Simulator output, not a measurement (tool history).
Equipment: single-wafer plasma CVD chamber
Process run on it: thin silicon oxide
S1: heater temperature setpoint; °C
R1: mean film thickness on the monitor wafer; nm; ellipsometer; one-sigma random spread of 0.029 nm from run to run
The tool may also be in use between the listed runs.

{"run": 1, "hour": 0.0, "S1": 405, "chamber pressure (mTorr)": 947, "RF power (W)": 335, "deposition time (s)": 5.62, "R1": 11.965}
{"run": 2, "hour": 6.4, "S1": 405, "chamber pressure (mTorr)": 912, "RF power (W)": 335, "deposition time (s)": 5.62, "R1": 11.567}
{"run": 3, "hour": 11.5, "S1": 405, "chamber pressure (mTorr)": 912, "RF power (W)": 300, "deposition time (s)": 5.62, "R1": 11.184}
{"run": 4, "hour": 15.1, "S1": 414, "chamber pressure (mTorr)": 912, "RF power (W)": 300, "deposition time (s)": 5.62, "R1": 11.099}
{"run": 5, "hour": 19.0, "S1": 421, "chamber pressure (mTorr)": 912, "RF power (W)": 300, "deposition time (s)": 5.62, "R1": 11.067}
{"run": 6, "hour": 26.4, "S1": 413, "chamber pressure (mTorr)": 912, "RF power (W)": 300, "deposition time (s)": 5.62, "R1": 11.158}
{"run": 7, "hour": 33.3, "S1": 413, "chamber pressure (mTorr)": 894, "RF power (W)": 300, "deposition time (s)": 5.62, "R1": 10.967}
{"run": 8, "hour": 42.0, "S1": 413, "chamber pressure (mTorr)": 894, "RF power (W)": 300, "deposition time (s)": 5.62, "R1": 10.912}
{"run": 9, "hour": 48.9, "S1": 413, "chamber pressure (mTorr)": 883, "RF power (W)": 300, "deposition time (s)": 5.62, "R1": 10.803}
{"run": 10, "hour": 55.1, "S1": 413, "chamber pressure (mTorr)": 883, "RF power (W)": 300, "deposition time (s)": 5.62, "R1": 10.815}

Estimate the outcome of run 11 from the log above:
{"run": 11, "hour": 63.6, "S1": 413, "chamber pressure (mTorr)": 874, "RF power (W)": 300, "deposition time (s)": 5.62, "R1": "?"}

{"run 11": {"R1": 10.688}}
